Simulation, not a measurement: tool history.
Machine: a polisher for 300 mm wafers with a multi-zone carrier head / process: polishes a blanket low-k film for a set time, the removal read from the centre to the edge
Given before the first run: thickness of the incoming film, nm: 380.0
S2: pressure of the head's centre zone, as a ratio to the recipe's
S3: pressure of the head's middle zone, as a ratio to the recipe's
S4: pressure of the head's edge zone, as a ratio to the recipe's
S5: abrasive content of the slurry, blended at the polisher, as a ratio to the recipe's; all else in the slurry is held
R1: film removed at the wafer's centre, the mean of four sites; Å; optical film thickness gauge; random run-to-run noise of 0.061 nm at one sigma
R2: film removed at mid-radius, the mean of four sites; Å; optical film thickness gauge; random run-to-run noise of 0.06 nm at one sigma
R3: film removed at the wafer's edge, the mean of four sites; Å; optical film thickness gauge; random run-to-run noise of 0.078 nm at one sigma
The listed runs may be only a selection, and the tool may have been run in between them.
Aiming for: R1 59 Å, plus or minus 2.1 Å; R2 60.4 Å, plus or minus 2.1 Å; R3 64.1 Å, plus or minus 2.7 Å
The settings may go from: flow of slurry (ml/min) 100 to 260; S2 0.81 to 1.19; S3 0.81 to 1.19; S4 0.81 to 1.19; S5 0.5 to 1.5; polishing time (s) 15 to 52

run 1 hour=0 | flow_of_slurry_(ml/min)=165 S2=1 S3=1 S4=1 S5=1 polishing_time_(s)=33 | R1=97.827 R2=101 R3=101.21
run 2 hour=5.7 | flow_of_slurry_(ml/min)=165 S2=1 S3=1 S4=1 S5=1 polishing_time_(s)=40 | R1=117.92 R2=123.06 R3=119.91
run 3 hour=7.8 | flow_of_slurry_(ml/min)=155 S2=0.97 S3=0.97 S4=0.96 S5=0.85 polishing_time_(s)=36 | R1=97.95 R2=100.76 R3=101.48
run 4 hour=11.9 | flow_of_slurry_(ml/min)=150 S2=0.95 S3=0.96 S4=0.94 S5=0.75 polishing_time_(s)=32 | R1=79.63 R2=84.548 R3=85.956
run 5 hour=14.1 | flow_of_slurry_(ml/min)=110 S2=0.95 S3=0.96 S4=0.94 S5=0.75 polishing_time_(s)=32 | R1=73.356 R2=76.852 R3=81.388
run 6 hour=18.5 | flow_of_slurry_(ml/min)=110 S2=0.95 S3=0.95 S4=0.92 S5=0.65 polishing_time_(s)=31 | R1=68.511 R2=71.205 R3=73.153
run 7 hour=24.2 | flow_of_slurry_(ml/min)=110 S2=0.94 S3=0.93 S4=0.91 S5=0.6 polishing_time_(s)=31 | R1=65.611 R2=67.8 R3=70.534
run 8 hour=25.6 | flow_of_slurry_(ml/min)=110 S2=0.93 S3=0.91 S4=0.89 S5=0.55 polishing_time_(s)=31 | R1=62.787 R2=66.337 R3=69.198
run 9 hour=27.5 | flow_of_slurry_(ml/min)=110 S2=0.93 S3=0.9 S4=0.88 S5=0.55 polishing_time_(s)=31 | R1=61.243 R2=65.138 R3=67.796
run 10 hour=36.1 | flow_of_slurry_(ml/min)=110 S2=0.94 S3=0.88 S4=0.87 S5=0.55 polishing_time_(s)=31 | R1=63.102 R2=63.56 R3=67.105
run 11 hour=40.3 | flow_of_slurry_(ml/min)=110 S2=0.93 S3=0.87 S4=0.86 S5=0.55 polishing_time_(s)=31 | R1=62.528 R2=62.76 R3=67.027
run 12 hour=42.1 | flow_of_slurry_(ml/min)=110 S2=0.92 S3=0.87 S4=0.85 S5=0.55 polishing_time_(s)=31 | R1=62.013 R2=62.09 R3=67.856
run 13 hour=48 | flow_of_slurry_(ml/min)=110 S2=0.92 S3=0.88 S4=0.85 S5=0.55 polishing_time_(s)=31 | R1=62.852 R2=63.824 R3=65.578
run 14 hour=50.1 | flow_of_slurry_(ml/min)=110 S2=0.91 S3=0.87 S4=0.85 S5=0.55 polishing_time_(s)=31 | R1=60.852 R2=62.123 R3=65.92

Of the 5 settings listed for the next run, only one would bring every result within its allowed miss of target. Which one?
run A hour=52.2 | flow_of_slurry_(ml/min)=130 S2=0.97 S3=0.81 S4=0.85 S5=0.8 polishing_time_(s)=25 | R1=? R2=? R3=?
run B hour=52.2 | flow_of_slurry_(ml/min)=125 S2=0.81 S3=0.92 S4=0.93 S5=0.65 polishing_time_(s)=27 | R1=? R2=? R3=?
run C hour=52.2 | flow_of_slurry_(ml/min)=110 S2=0.92 S3=0.96 S4=0.82 S5=0.55 polishing_time_(s)=30 | R1=? R2=? R3=?
run D hour=52.2 | flow_of_slurry_(ml/min)=100 S2=0.92 S3=0.88 S4=0.85 S5=0.85 polishing_time_(s)=26 | R1=? R2=? R3=?
run E hour=52.2 | flow_of_slurry_(ml/min)=130 S2=1.01 S3=0.9 S4=0.81 S5=0.8 polishing_time_(s)=25 | R1=? R2=? R3=?

move=A R1=63.726 R2=56.999 R3=63.574
move=B R1=53.903 R2=62.948 R3=65.927
move=C R1=60.66 R2=65.859 R3=63.592
move=D R1=59.036 R2=59.932 R3=63.936
move=E R1=66.13 R2=62.149 R3=62.163
A: lands further from the targets than the last run did
B: moves the result that the last run missed by most past its target, out the other side
C: meets the target for the result that was furthest off, but another lies outside its allowed miss
D: hits every target within its allowed miss
E: lands further from the targets than the last run did
D is the move that brings every result within its allowed miss.

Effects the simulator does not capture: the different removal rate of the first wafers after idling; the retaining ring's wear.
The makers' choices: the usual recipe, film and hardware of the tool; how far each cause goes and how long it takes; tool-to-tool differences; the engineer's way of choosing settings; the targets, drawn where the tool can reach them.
